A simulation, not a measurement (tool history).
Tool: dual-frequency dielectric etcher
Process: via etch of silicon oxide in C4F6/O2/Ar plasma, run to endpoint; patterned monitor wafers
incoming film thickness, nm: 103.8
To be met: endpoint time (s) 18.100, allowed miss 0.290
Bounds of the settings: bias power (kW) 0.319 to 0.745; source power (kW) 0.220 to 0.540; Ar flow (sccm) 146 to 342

run 1 day=0.000 | bias_power_(kW)=0.532 source_power_(kW)=0.380 Ar_flow_(sccm)=244 | endpoint_time_(s)=20.883
run 2 day=0.321 | bias_power_(kW)=0.532 source_power_(kW)=0.380 Ar_flow_(sccm)=210 | endpoint_time_(s)=20.404
run 3 day=0.400 | bias_power_(kW)=0.556 source_power_(kW)=0.380 Ar_flow_(sccm)=210 | endpoint_time_(s)=20.201
run 4 day=0.642 | bias_power_(kW)=0.580 source_power_(kW)=0.380 Ar_flow_(sccm)=210 | endpoint_time_(s)=20.107
run 5 day=0.992 | bias_power_(kW)=0.598 source_power_(kW)=0.390 Ar_flow_(sccm)=209 | endpoint_time_(s)=19.681
run 6 day=1.246 | bias_power_(kW)=0.616 source_power_(kW)=0.400 Ar_flow_(sccm)=208 | endpoint_time_(s)=19.226
run 7 day=1.592 | bias_power_(kW)=0.631 source_power_(kW)=0.400 Ar_flow_(sccm)=208 | endpoint_time_(s)=19.240
run 8 day=1.700 | bias_power_(kW)=0.644 source_power_(kW)=0.400 Ar_flow_(sccm)=207 | endpoint_time_(s)=19.053
run 9 day=1.992 | bias_power_(kW)=0.656 source_power_(kW)=0.400 Ar_flow_(sccm)=207 | endpoint_time_(s)=19.011
run 10 day=2.350 | bias_power_(kW)=0.666 source_power_(kW)=0.400 Ar_flow_(sccm)=207 | endpoint_time_(s)=18.847
run 11 day=2.671 | bias_power_(kW)=0.676 source_power_(kW)=0.400 Ar_flow_(sccm)=207 | endpoint_time_(s)=18.758
run 12 day=2.942 | bias_power_(kW)=0.684 source_power_(kW)=0.400 Ar_flow_(sccm)=207 | endpoint_time_(s)=18.851
run 13 day=3.079 | bias_power_(kW)=0.690 source_power_(kW)=0.400 Ar_flow_(sccm)=207 | endpoint_time_(s)=18.667

4 next moves are on the table. One of them brings every result within its allowed miss. Which?
run A day=3.217 | bias_power_(kW)=0.745 source_power_(kW)=0.390 Ar_flow_(sccm)=180 | endpoint_time_(s)=?
run B day=3.217 | bias_power_(kW)=0.677 source_power_(kW)=0.390 Ar_flow_(sccm)=205 | endpoint_time_(s)=?
run C day=3.217 | bias_power_(kW)=0.745 source_power_(kW)=0.360 Ar_flow_(sccm)=221 | endpoint_time_(s)=?
run D day=3.217 | bias_power_(kW)=0.656 source_power_(kW)=0.400 Ar_flow_(sccm)=196 | endpoint_time_(s)=?

move=A endpoint_time_(s)=18.132
move=B endpoint_time_(s)=18.970
move=C endpoint_time_(s)=19.227
move=D endpoint_time_(s)=18.839
A: meets every target
B: further off than the last run
C: further off than the last run
D: further off than the last run
Move A is the one to make.

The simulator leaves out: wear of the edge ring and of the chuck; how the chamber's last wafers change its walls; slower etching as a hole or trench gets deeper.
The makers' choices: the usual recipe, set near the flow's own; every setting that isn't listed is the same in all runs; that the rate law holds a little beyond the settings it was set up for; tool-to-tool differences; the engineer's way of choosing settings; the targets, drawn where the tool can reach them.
